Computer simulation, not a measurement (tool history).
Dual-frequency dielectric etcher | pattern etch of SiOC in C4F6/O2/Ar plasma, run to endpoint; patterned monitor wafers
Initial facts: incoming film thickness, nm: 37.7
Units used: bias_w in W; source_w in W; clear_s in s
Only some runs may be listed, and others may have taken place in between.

run,hour,bias_w,source_w,clear_s
1,0.0,352,310,15.507
2,2.7,397,310,14.804
3,6.9,397,280,15.227
4,9.3,379,280,15.582
5,10.2,363,280,15.767
6,11.9,348,280,16.327
7,20.9,339,280,16.421
8,28.9,330,280,16.788
9,34.0,323,280,16.544
10,41.5,313,280,17.025

Run 11 comes next. What will it give?
11,45.8,307,280,?

clear_s: 17.079 s
